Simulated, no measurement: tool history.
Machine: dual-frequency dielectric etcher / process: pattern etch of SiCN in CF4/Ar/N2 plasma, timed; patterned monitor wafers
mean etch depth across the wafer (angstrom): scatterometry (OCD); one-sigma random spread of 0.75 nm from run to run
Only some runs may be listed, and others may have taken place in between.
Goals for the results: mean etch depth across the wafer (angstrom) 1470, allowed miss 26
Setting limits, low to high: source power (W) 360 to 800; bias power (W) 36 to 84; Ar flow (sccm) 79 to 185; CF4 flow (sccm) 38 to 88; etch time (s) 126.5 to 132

| run | hour | source power (W) | bias power (W) | Ar flow (sccm) | CF4 flow (sccm) | etch time (s) | mean etch depth across the wafer (angstrom) |
|---|---|---|---|---|---|---|---|
| 1 | 0 | 580 | 60 | 132 | 63 | 126.5 | 1102.7 |
| 2 | 1.7 | 580 | 60 | 132 | 72 | 126.5 | 1122.2 |
| 3 | 5.5 | 580 | 60 | 132 | 83 | 126.5 | 1137.4 |
| 4 | 9.4 | 630 | 60 | 132 | 83 | 126.5 | 1251.1 |
| 5 | 13.4 | 630 | 60 | 132 | 88 | 126.5 | 1262.4 |
| 6 | 15.3 | 650 | 60 | 132 | 88 | 126.5 | 1302.8 |
| 7 | 22.9 | 670 | 60 | 132 | 88 | 126.5 | 1350.1 |
| 8 | 27.5 | 680 | 60 | 132 | 88 | 126.5 | 1355.4 |
| 9 | 28.1 | 690 | 60 | 132 | 88 | 126.5 | 1378.4 |
| 10 | 34.2 | 700 | 60 | 132 | 88 | 126.5 | 1416.3 |
| 11 | 41 | 710 | 60 | 132 | 88 | 126.5 | 1421.2 |

Below are 5 possible settings for the next run. Only one of them brings all results inside the allowed miss of their targets. Which is it?
| A | 47.8 | 690 | 57 | 144 | 85 | 126.5 | ? |
| B | 47.8 | 650 | 75 | 146 | 86 | 127 | ? |
| C | 47.8 | 710 | 62 | 113 | 88 | 130 | ? |
| D | 47.8 | 690 | 68 | 139 | 88 | 131.5 | ? |
| E | 47.8 | 720 | 56 | 129 | 77 | 128.5 | ? |

| move | mean etch depth across the wafer (angstrom) |
|---|---|
| A | 1338.2 |
| B | 1373 |
| C | 1533.9 |
| D | 1485.7 |
| E | 1423.1 |
A: the biggest miss grows against the last run
B: the biggest miss grows against the last run
C: moves the result that the last run missed by most past its target, out the other side
D: every result lands within tolerance
E: about as far from the targets as the last run
Correct choice: D, which meets every target
